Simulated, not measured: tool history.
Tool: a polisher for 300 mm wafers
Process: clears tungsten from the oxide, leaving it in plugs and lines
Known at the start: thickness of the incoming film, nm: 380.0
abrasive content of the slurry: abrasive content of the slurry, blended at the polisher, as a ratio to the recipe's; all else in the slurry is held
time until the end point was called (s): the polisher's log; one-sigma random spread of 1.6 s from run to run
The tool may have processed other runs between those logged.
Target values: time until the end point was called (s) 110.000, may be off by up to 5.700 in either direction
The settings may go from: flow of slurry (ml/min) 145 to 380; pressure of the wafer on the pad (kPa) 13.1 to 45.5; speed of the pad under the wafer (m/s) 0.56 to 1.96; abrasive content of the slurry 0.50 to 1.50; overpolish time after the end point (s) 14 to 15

run,hour,flow of slurry (ml/min),pressure of the wafer on the pad (kPa),speed of the pad under the wafer (m/s),abrasive content of the slurry,overpolish time after the end point (s),time until the end point was called (s)
1,0.0,245,29.0,1.26,1.00,14,62.557
2,2.8,245,22.8,1.26,1.00,14,80.992
3,4.6,245,22.8,1.10,1.00,14,90.974
4,12.8,245,21.4,1.10,1.00,14,98.246
5,19.2,245,21.4,1.10,1.20,14,91.657
6,20.9,245,20.0,1.10,1.20,14,99.302
7,22.5,245,19.3,1.10,1.20,14,104.710
8,23.3,245,19.3,1.10,1.20,14,107.090

Next run, 4 choices. One meets every target within its allowed miss, the rest don't. Which?
A,24.1,265,19.3,1.04,1.15,14,?
B,24.1,185,24.8,0.94,1.15,15,?
C,24.1,255,24.1,0.72,1.35,14,?
D,24.1,260,19.3,1.14,1.30,15,?

move,time until the end point was called (s)
A,108.120
B,97.637
C,120.440
D,96.638
A: every result lands within tolerance
B: its largest miss is bigger than the last run's
C: takes the biggest miss from the last run beyond its target
D: its largest miss is bigger than the last run's
So the answer is move A, the one that meets all the targets.

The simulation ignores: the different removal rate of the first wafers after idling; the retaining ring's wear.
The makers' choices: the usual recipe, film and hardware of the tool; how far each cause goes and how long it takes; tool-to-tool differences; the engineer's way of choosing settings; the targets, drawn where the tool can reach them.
